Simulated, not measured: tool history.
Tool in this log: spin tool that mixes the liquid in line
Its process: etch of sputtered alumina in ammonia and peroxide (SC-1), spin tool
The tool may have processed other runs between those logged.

run  hour  temperature setpoint of the liquid (C)  parts of 29 % ammonia solution to one part of 30 % peroxide (parts by volume)  time under the liquid (s)  thickness taken off the sputtered alumina on a monitor wafer (Å)
  1     0                                      56                                                                           0.45                        270                                                            185.22
  2   5.3                                    62.5                                                                           0.45                        270                                                             255.2
  3   9.6                                    59.5                                                                           0.45                        270                                                            221.21
  4  17.8                                    59.5                                                                           0.45                        270                                                            218.71
  5  26.4                                    59.5                                                                           0.45                        290                                                            235.59
  6  34.8                                      57                                                                           0.45                        290                                                            210.92
  7  41.4                                      55                                                                           0.45                        290                                                            185.43

What will run 8 give?
  8  47.1                                    53.5                                                                           0.45                        290                                                                 ?

Run 8 gave thickness taken off the sputtered alumina on a monitor wafer (Å) 171.11.
